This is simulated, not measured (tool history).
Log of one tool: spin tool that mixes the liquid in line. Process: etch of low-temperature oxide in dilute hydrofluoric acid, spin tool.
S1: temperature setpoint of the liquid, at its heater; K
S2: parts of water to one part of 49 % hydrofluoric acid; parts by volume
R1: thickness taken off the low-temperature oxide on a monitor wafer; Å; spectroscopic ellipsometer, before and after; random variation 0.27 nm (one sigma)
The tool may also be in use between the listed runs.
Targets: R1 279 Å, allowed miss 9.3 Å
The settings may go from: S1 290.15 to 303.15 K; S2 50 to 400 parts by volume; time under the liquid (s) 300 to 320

Run 1, hour 0: S1 295.15 K, S2 225 parts by volume, time under the liquid (s) 300. Result: R1 363.82 Å.
Run 2, hour 0.8: S1 295.15 K, S2 225 parts by volume, time under the liquid (s) 300. Result: R1 360.97 Å.
Run 3, hour 4.6: S1 295.15 K, S2 165 parts by volume, time under the liquid (s) 300. Result: R1 518.67 Å.
Run 4, hour 11.7: S1 295.15 K, S2 230 parts by volume, time under the liquid (s) 300. Result: R1 352.56 Å.
Run 5, hour 18.3: S1 294.65 K, S2 230 parts by volume, time under the liquid (s) 300. Result: R1 347.72 Å.
Run 6, hour 20.2: S1 294.15 K, S2 235 parts by volume, time under the liquid (s) 300. Result: R1 332.41 Å.
Run 7, hour 21: S1 293.65 K, S2 235 parts by volume, time under the liquid (s) 300. Result: R1 323.4 Å.
Run 8, hour 23.5: S1 293.15 K, S2 235 parts by volume, time under the liquid (s) 300. Result: R1 318.43 Å.
Run 9, hour 30.3: S1 292.65 K, S2 235 parts by volume, time under the liquid (s) 300. Result: R1 314.53 Å.
Run 10, hour 36.2: S1 292.15 K, S2 235 parts by volume, time under the liquid (s) 300. Result: R1 313.33 Å.
Run 11, hour 40.1: S1 291.65 K, S2 235 parts by volume, time under the liquid (s) 300. Result: R1 305.34 Å.

4 next moves are on the table. One of them brings every result within its allowed miss. Which?
Run A, hour 44: S1 291.15 K, S2 245 parts by volume, time under the liquid (s) 300. Result: R1 ?.
Run B, hour 44: S1 290.15 K, S2 220 parts by volume, time under the liquid (s) 300. Result: R1 ?.
Run C, hour 44: S1 292.65 K, S2 235 parts by volume, time under the liquid (s) 300. Result: R1 ?.
Run D, hour 44: S1 291.65 K, S2 210 parts by volume, time under the liquid (s) 300. Result: R1 ?.

move      R1
   A  278.88
   B  305.47
   C  310.76
   D  342.54
A: meets every target
B: as far off as the last run
C: further off than the last run
D: further off than the last run
The right move is A.
